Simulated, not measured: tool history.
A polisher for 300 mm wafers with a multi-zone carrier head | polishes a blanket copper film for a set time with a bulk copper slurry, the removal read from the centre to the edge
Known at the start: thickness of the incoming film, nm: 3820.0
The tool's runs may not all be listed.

run	hour	flow of slurry (ml/min)	pressure of the head's centre zone	pressure of the head's middle zone	pressure of the head's edge zone	abrasive content of the slurry	polishing time (s)	film removed at the wafer's centre (Å)	film removed at mid-radius (Å)	film removed at the wafer's edge (Å)
1	0	140	1	1	1	1	78	7003.7	6898	7076.3
2	6.2	155	1.04	0.99	1.06	1.15	80	7840.8	7349.6	7635.7
3	14.3	160	1.06	0.97	1.1	1.25	84	8544.9	7608.9	8572.8
4	14.9	175	1.09	0.98	1.12	1.35	84	9101.1	8002.2	8869.5
5	23.3	195	1.09	0.98	1.12	1.35	84	9172.6	8104.6	8885.3
6	28.4	190	1.11	0.99	1.14	1.4	85	9554.4	8328.3	9370.4

Forecast run 7:
7	32.7	195	1.13	1	1.15	1.4	85	?	?	?

Run 7 gave film removed at the wafer's centre (Å) 9696.1, film removed at mid-radius (Å) 8490.6, film removed at the wafer's edge (Å) 9491.6.
